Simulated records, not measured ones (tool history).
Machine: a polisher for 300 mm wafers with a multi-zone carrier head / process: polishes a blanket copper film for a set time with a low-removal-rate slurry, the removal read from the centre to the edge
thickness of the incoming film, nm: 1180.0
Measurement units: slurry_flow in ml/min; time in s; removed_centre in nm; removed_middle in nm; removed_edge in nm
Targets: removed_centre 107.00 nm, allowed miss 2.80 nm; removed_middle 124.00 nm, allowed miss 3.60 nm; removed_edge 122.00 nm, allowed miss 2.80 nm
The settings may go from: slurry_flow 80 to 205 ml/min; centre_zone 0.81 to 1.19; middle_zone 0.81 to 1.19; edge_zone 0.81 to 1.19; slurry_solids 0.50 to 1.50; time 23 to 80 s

run  hour  slurry_flow  centre_zone  middle_zone  edge_zone  slurry_solids  time  removed_centre  removed_middle  removed_edge
  1   0.0          135         1.00         1.00       1.00           1.00    51          154.78          156.43        152.48
  2   8.7          135         1.00         1.00       1.00           1.00    62          187.61          190.90        188.61
  3  13.4          135         1.00         1.00       1.00           1.00    70          212.17          214.36        212.48
  4  17.8          130         0.97         0.99       0.97           0.90    67          189.63          193.79        189.35
  5  25.0          120         0.94         0.99       0.97           0.85    65          172.22          184.44        181.90
  6  28.0          120         0.94         0.99       0.97           0.75    65          166.80          180.12        175.24
  7  32.8          115         0.92         0.98       0.95           0.70    63          154.56          166.13        162.29
  8  36.2          110         0.90         0.97       0.94           0.65    62          143.07          159.49        156.53
  9  39.4          110         0.90         0.97       0.94           0.65    62          143.10          159.10        155.65
 10  41.4          105         0.89         0.96       0.92           0.60    61          133.78          145.90        147.38
 11  48.5           95         0.82         1.00       0.82           0.50    55          102.33          127.34        116.94
 12  55.3           95         0.82         0.99       0.83           0.50    55          103.41          126.35        117.99
 13  62.0           95         0.82         0.98       0.84           0.50    55          100.76          124.21        120.45
 14  71.0           95         0.82         0.97       0.84           0.50    55          101.85          125.41        118.27
 15  72.8           95         0.82         0.96       0.85           0.50    55          102.35          123.42        119.26
 16  81.0          110         0.84         0.94       0.86           0.50    55          108.62          127.82        123.59

5 candidate next runs follow, results not yet known. Just one meets every target within its allowed miss. Identify it.
  A  89.2           95         0.89         1.00       0.82           0.50    57               ?               ?             ?
  B  89.2          120         0.90         1.04       0.92           0.50    52               ?               ?             ?
  C  89.2          125         0.84         0.97       0.90           0.50    55               ?               ?             ?
  D  89.2          100         0.84         1.03       0.96           0.50    55               ?               ?             ?
  E  89.2          130         0.83         0.93       0.91           0.50    51               ?               ?             ?

move  removed_centre  removed_middle  removed_edge
   A          114.00          131.25        121.49
   B          114.22          132.12        122.47
   C          114.01          134.58        129.28
   D          105.90          131.56        127.38
   E          105.58          122.43        121.37
A: misses by more than the last run did
B: misses by more than the last run did
C: misses by more than the last run did
D: misses by more than the last run did
E: all results land within tolerance of their targets
The move that meets every target is E.

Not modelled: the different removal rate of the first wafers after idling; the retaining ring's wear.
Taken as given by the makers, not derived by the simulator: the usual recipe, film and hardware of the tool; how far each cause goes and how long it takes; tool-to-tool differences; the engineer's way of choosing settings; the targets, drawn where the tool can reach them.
